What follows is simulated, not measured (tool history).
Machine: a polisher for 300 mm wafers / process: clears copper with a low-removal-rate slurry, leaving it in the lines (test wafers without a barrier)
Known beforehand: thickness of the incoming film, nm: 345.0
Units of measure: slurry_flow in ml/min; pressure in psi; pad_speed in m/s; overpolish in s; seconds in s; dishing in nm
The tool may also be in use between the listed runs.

Run 1, hour 0.0: slurry_flow 150 ml/min, pressure 3.8 psi, pad_speed 1.1 m/s, slurry_solids 1.0, overpolish 9 s. Result: seconds 91.066 s, dishing 26.560 nm.
Run 2, hour 6.4: slurry_flow 150 ml/min, pressure 3.8 psi, pad_speed 1.1 m/s, slurry_solids 1.1, overpolish 9 s. Result: seconds 87.888 s, dishing 27.228 nm.
Run 3, hour 11.9: slurry_flow 135 ml/min, pressure 3.8 psi, pad_speed 1.1 m/s, slurry_solids 1.1, overpolish 9 s. Result: seconds 89.186 s, dishing 26.388 nm.
Run 4, hour 17.1: slurry_flow 130 ml/min, pressure 3.3 psi, pad_speed 1.1 m/s, slurry_solids 1.1, overpolish 9 s. Result: seconds 103.630 s, dishing 23.243 nm.
Run 5, hour 18.2: slurry_flow 125 ml/min, pressure 2.9 psi, pad_speed 1.1 m/s, slurry_solids 1.1, overpolish 9 s. Result: seconds 119.360 s, dishing 19.703 nm.
Run 6, hour 26.3: slurry_flow 120 ml/min, pressure 2.7 psi, pad_speed 1.1 m/s, slurry_solids 1.1, overpolish 9 s. Result: seconds 128.090 s, dishing 19.426 nm.
Run 7, hour 29.9: slurry_flow 115 ml/min, pressure 2.6 psi, pad_speed 1.1 m/s, slurry_solids 1.1, overpolish 9 s. Result: seconds 132.340 s, dishing 18.094 nm.

Forecast run 8:
Run 8, hour 32.0: slurry_flow 110 ml/min, pressure 2.5 psi, pad_speed 1.1 m/s, slurry_solids 1.1, overpolish 9 s. Result: seconds ?, dishing ?.

{"run 8": {"seconds": 139.85, "dishing": 17.465}}
